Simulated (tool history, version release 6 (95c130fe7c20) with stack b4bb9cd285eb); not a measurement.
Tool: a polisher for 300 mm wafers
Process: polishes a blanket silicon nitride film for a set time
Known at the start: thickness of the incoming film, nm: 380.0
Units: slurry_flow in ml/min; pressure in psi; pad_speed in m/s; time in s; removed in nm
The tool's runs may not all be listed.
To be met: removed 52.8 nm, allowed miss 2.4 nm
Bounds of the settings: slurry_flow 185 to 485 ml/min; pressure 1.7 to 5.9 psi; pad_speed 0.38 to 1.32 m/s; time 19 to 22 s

Run 1, hour 0: slurry_flow 310 ml/min, pressure 3.8 psi, pad_speed 0.84 m/s, time 22 s. Result: removed 31.441 nm.
Run 2, hour 2.6: slurry_flow 310 ml/min, pressure 3.8 psi, pad_speed 0.76 m/s, time 22 s. Result: removed 28.697 nm.
Run 3, hour 11: slurry_flow 310 ml/min, pressure 3.8 psi, pad_speed 0.86 m/s, time 22 s. Result: removed 31.697 nm.
Run 4, hour 13.8: slurry_flow 310 ml/min, pressure 3.8 psi, pad_speed 1.06 m/s, time 22 s. Result: removed 37.133 nm.
Run 5, hour 22.2: slurry_flow 310 ml/min, pressure 4 psi, pad_speed 1.06 m/s, time 22 s. Result: removed 38.936 nm.
Run 6, hour 30.4: slurry_flow 310 ml/min, pressure 4 psi, pad_speed 0.88 m/s, time 22 s. Result: removed 33.796 nm.
Run 7, hour 36.4: slurry_flow 310 ml/min, pressure 4.2 psi, pad_speed 0.88 m/s, time 22 s. Result: removed 34.953 nm.
Run 8, hour 43: slurry_flow 310 ml/min, pressure 4.4 psi, pad_speed 0.9 m/s, time 22 s. Result: removed 37.883 nm.
Run 9, hour 50.8: slurry_flow 310 ml/min, pressure 4.6 psi, pad_speed 0.9 m/s, time 22 s. Result: removed 39.645 nm.
Run 10, hour 58: slurry_flow 310 ml/min, pressure 4.7 psi, pad_speed 0.9 m/s, time 22 s. Result: removed 40.453 nm.
Run 11, hour 59.7: slurry_flow 310 ml/min, pressure 4.8 psi, pad_speed 0.9 m/s, time 22 s. Result: removed 41.673 nm.
Run 12, hour 64.7: slurry_flow 310 ml/min, pressure 4.9 psi, pad_speed 0.9 m/s, time 22 s. Result: removed 42.618 nm.
Run 13, hour 73.5: slurry_flow 310 ml/min, pressure 5 psi, pad_speed 0.9 m/s, time 22 s. Result: removed 41.757 nm.
Run 14, hour 82.4: slurry_flow 310 ml/min, pressure 5.1 psi, pad_speed 0.92 m/s, time 22 s. Result: removed 45.001 nm.
Run 15, hour 84: slurry_flow 310 ml/min, pressure 5.2 psi, pad_speed 0.92 m/s, time 22 s. Result: removed 43.753 nm.
Run 16, hour 89.3: slurry_flow 310 ml/min, pressure 5.3 psi, pad_speed 0.94 m/s, time 22 s. Result: removed 47.128 nm.
Run 17, hour 97.6: slurry_flow 310 ml/min, pressure 5.4 psi, pad_speed 0.94 m/s, time 22 s. Result: removed 47.829 nm.
Run 18, hour 106.3: slurry_flow 310 ml/min, pressure 5.5 psi, pad_speed 0.94 m/s, time 22 s. Result: removed 48.676 nm.
Run 19, hour 107.9: slurry_flow 310 ml/min, pressure 5.7 psi, pad_speed 0.94 m/s, time 22 s. Result: removed 50.013 nm.

5 next moves are on the table. One of them brings every result within its allowed miss. Which?
Run A, hour 109.5: slurry_flow 340 ml/min, pressure 5.9 psi, pad_speed 0.96 m/s, time 22 s. Result: removed ?.
Run B, hour 109.5: slurry_flow 290 ml/min, pressure 4.7 psi, pad_speed 1.3 m/s, time 19 s. Result: removed ?.
Run C, hour 109.5: slurry_flow 330 ml/min, pressure 5.4 psi, pad_speed 0.96 m/s, time 22 s. Result: removed ?.
Run D, hour 109.5: slurry_flow 350 ml/min, pressure 5.3 psi, pad_speed 0.92 m/s, time 22 s. Result: removed ?.
Run E, hour 109.5: slurry_flow 295 ml/min, pressure 5.6 psi, pad_speed 0.9 m/s, time 22 s. Result: removed ?.

move  removed
   A   52.671
   B   45.726
   C   48.169
   D   45.944
   E   46.904
A: meets every target
B: further off than the last run
C: further off than the last run
D: further off than the last run
E: further off than the last run
Move A is the one to make.

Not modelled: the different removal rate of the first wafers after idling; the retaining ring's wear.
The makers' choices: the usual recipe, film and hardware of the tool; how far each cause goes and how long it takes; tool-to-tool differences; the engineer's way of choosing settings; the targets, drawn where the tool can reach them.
